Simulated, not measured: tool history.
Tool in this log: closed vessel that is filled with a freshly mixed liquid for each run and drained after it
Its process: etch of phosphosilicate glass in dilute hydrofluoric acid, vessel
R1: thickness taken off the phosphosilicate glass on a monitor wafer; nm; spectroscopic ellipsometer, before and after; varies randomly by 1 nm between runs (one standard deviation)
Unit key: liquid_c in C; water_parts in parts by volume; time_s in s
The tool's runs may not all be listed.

run 1 day=0 | liquid_c=23 water_parts=170 time_s=95 | R1=101.09
run 2 day=0.071 | liquid_c=24.5 water_parts=165 time_s=95 | R1=111.68
run 3 day=0.271 | liquid_c=24.5 water_parts=200 time_s=95 | R1=87.622
run 4 day=0.654 | liquid_c=25.5 water_parts=190 time_s=95 | R1=97.239
run 5 day=0.825 | liquid_c=26.5 water_parts=190 time_s=95 | R1=101.36
run 6 day=1.121 | liquid_c=26.5 water_parts=190 time_s=95 | R1=101.2
run 7 day=1.458 | liquid_c=30.5 water_parts=135 time_s=95 | R1=176.53

The next listed run, before its measurement:
run 8 day=1.538 | liquid_c=30 water_parts=135 time_s=95 | R1=?

R1: 173.37 nm
